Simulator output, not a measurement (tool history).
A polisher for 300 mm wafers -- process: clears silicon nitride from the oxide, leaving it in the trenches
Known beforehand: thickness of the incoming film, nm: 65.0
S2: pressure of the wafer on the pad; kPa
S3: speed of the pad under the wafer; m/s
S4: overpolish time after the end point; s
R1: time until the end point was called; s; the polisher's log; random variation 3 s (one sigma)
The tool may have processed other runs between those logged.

Run 1, hour 0.0: flow of slurry (ml/min) 210, S2 15.2 kPa, S3 0.78 m/s, S4 12 s. Result: R1 106.54 s.
Run 2, hour 7.3: flow of slurry (ml/min) 210, S2 15.2 kPa, S3 0.60 m/s, S4 12 s. Result: R1 134.99 s.
Run 3, hour 10.7: flow of slurry (ml/min) 180, S2 15.2 kPa, S3 0.60 m/s, S4 12 s. Result: R1 135.36 s.
Run 4, hour 15.3: flow of slurry (ml/min) 180, S2 13.8 kPa, S3 0.60 m/s, S4 12 s. Result: R1 146.63 s.
Run 5, hour 23.1: flow of slurry (ml/min) 180, S2 12.4 kPa, S3 0.60 m/s, S4 12 s. Result: R1 159.05 s.
Run 6, hour 29.1: flow of slurry (ml/min) 180, S2 15.2 kPa, S3 0.60 m/s, S4 12 s. Result: R1 133.00 s.

What will run 7 give?
Run 7, hour 34.3: flow of slurry (ml/min) 180, S2 13.1 kPa, S3 0.60 m/s, S4 12 s. Result: R1 ?.

Run 7 yielded R1 151.26 s.
